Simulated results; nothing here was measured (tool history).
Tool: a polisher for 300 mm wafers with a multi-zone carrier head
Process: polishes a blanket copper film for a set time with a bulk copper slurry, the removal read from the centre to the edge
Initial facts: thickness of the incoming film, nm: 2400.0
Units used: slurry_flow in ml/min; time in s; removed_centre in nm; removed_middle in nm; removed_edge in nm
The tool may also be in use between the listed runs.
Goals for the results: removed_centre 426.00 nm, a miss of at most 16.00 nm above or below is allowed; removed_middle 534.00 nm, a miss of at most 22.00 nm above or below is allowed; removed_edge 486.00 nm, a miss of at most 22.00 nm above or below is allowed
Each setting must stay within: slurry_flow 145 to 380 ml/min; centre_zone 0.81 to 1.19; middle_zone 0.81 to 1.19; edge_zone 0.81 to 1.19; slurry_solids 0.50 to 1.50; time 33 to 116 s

run,hour,slurry_flow,centre_zone,middle_zone,edge_zone,slurry_solids,time,removed_centre,removed_middle,removed_edge
1,0.0,245,1.00,1.00,1.00,1.00,74,599.79,628.23,571.41
2,6.6,245,1.00,1.00,1.00,1.00,90,727.97,741.40,700.13
3,10.4,240,0.97,1.00,0.99,0.95,87,677.12,702.02,675.17
4,18.5,240,0.97,1.00,0.99,0.80,87,627.22,677.10,616.39
5,22.8,240,0.94,1.00,0.99,0.80,87,606.28,677.60,638.02
6,25.3,240,0.93,1.00,0.98,0.75,85,578.15,645.84,587.50
7,30.3,235,0.91,1.00,0.98,0.70,84,540.91,623.85,579.33
8,32.3,235,0.90,1.00,0.97,0.65,83,526.78,582.37,538.54
9,34.1,230,0.89,1.01,0.97,0.65,83,505.42,592.57,541.61
10,42.9,225,0.88,1.01,0.96,0.65,83,505.45,587.02,543.37
11,50.7,220,0.87,1.01,0.95,0.65,83,501.18,586.38,526.17
12,58.7,215,0.86,1.01,0.95,0.65,83,491.66,583.57,555.08
13,64.3,215,0.85,1.01,0.95,0.65,83,490.76,583.73,532.38
14,70.8,180,0.81,1.02,1.00,0.50,78,367.38,489.20,452.46
15,72.5,190,0.81,1.02,1.00,0.50,78,381.06,498.96,447.88
# hour 76.0: edge zone pressure recalibrated
16,76.0,195,0.81,1.02,1.00,0.50,78,383.08,487.00,475.73
17,82.2,195,0.81,1.02,1.00,0.50,78,375.48,487.24,476.01

Of the 4 settings listed for the next run, only one would bring every result within its allowed miss of target. Which one?
A,88.4,210,0.82,1.00,1.00,0.50,75,?,?,?
B,88.4,145,0.87,1.06,0.93,0.50,87,?,?,?
C,88.4,305,0.88,0.93,1.08,0.50,72,?,?,?
D,88.4,280,0.87,0.85,1.15,0.70,64,?,?,?

move,removed_centre,removed_middle,removed_edge
A,370.48,464.55,460.76
B,420.36,526.32,490.31
C,402.20,439.55,475.45
D,405.55,416.80,502.40
A: misses by more than the last run did
B: hits every target within its allowed miss
C: misses by more than the last run did
D: misses by more than the last run did
Move B is the one to make.
